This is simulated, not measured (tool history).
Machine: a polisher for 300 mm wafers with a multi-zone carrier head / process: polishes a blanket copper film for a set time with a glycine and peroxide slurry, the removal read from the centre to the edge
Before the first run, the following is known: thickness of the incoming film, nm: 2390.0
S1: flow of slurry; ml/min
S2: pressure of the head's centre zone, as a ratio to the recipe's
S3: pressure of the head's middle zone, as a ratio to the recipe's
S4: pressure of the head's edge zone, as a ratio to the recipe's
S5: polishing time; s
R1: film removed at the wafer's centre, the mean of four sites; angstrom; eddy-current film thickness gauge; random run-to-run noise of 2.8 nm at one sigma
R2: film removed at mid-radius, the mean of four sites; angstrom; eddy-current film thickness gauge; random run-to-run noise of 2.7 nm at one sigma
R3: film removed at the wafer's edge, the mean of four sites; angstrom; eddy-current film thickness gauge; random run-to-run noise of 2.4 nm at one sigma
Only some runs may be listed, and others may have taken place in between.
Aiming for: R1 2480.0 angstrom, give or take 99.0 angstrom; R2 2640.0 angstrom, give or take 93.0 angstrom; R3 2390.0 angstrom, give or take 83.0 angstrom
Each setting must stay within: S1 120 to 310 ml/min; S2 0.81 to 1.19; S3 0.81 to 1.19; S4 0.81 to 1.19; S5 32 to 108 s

run  hour   S1    S2    S3    S4  S5      R1      R2      R3
  1   0.0  200  1.00  1.00  1.00  70  4043.8  4118.2  3974.9
  2   1.1  200  0.99  1.00  0.98  66  3801.3  3805.2  3762.5
  3   7.4  200  0.92  1.00  0.98  66  3471.7  3859.9  3737.7
  4   9.8  200  0.92  1.01  0.96  63  3377.3  3761.1  3539.4
  5  12.6  200  0.92  1.01  0.95  60  3184.8  3543.4  3279.5
  6  18.7  200  0.96  1.01  0.95  60  3326.8  3585.0  3340.1
  7  27.1  200  0.96  1.00  0.94  58  3246.5  3384.9  3213.8
  8  27.8  200  0.96  1.00  0.93  56  3149.4  3217.8  3130.2
  9  35.0  200  0.96  1.01  0.92  54  3033.4  3198.5  2934.8
 10  37.2  165  0.91  0.94  0.82  44  2282.2  2387.0  2216.7
 11  41.6  170  0.91  0.94  0.82  44  2214.6  2421.3  2213.9
 12  47.0  175  0.92  0.94  0.82  44  2264.5  2422.3  2247.2
 13  49.2  180  0.93  0.95  0.82  44  2323.6  2435.4  2263.9
 14  49.8  185  0.93  0.96  0.82  44  2286.5  2467.7  2262.5
 15  58.5  190  0.94  0.97  0.82  44  2309.4  2492.7  2260.0
 16  62.4  190  0.94  0.97  0.82  44  2362.8  2503.7  2269.9
 17  64.0  195  0.94  0.97  0.82  44  2400.5  2524.8  2289.0
 18  70.5  200  0.94  0.97  0.82  44  2398.9  2531.8  2301.2
 19  76.4  205  0.94  0.97  0.82  44  2408.0  2534.8  2311.8
 20  83.1  210  0.94  0.97  0.82  44  2407.4  2517.3  2352.3
 21  89.8  215  0.95  0.99  0.82  44  2471.1  2569.0  2264.0

Of the 5 settings listed for the next run, only one would bring every result within its allowed miss of target. Which one?
  A  96.5  240  0.91  0.90  0.81  45   ?   ?   ?
  B  96.5  220  0.97  0.86  0.89  44   ?   ?   ?
  C  96.5  200  0.94  1.05  0.81  46   ?   ?   ?
  D  96.5  165  0.94  0.93  0.83  46   ?   ?   ?
  E  96.5  250  0.91  0.95  0.81  45   ?   ?   ?

move      R1      R2      R3
   A  2398.8  2476.3  2338.0
   B  2468.6  2304.1  2364.8
   C  2464.6  2807.9  2339.9
   D  2371.4  2451.4  2311.4
   E  2413.2  2603.6  2345.4
A: meets the target for the result that was furthest off, but another lies outside its allowed miss
B: meets the target for the result that was furthest off, but another lies outside its allowed miss
C: meets the target for the result that was furthest off, but another lies outside its allowed miss
D: meets the target for the result that was furthest off, but another lies outside its allowed miss
E: every result lands within tolerance
E is the move that brings every result within its allowed miss.
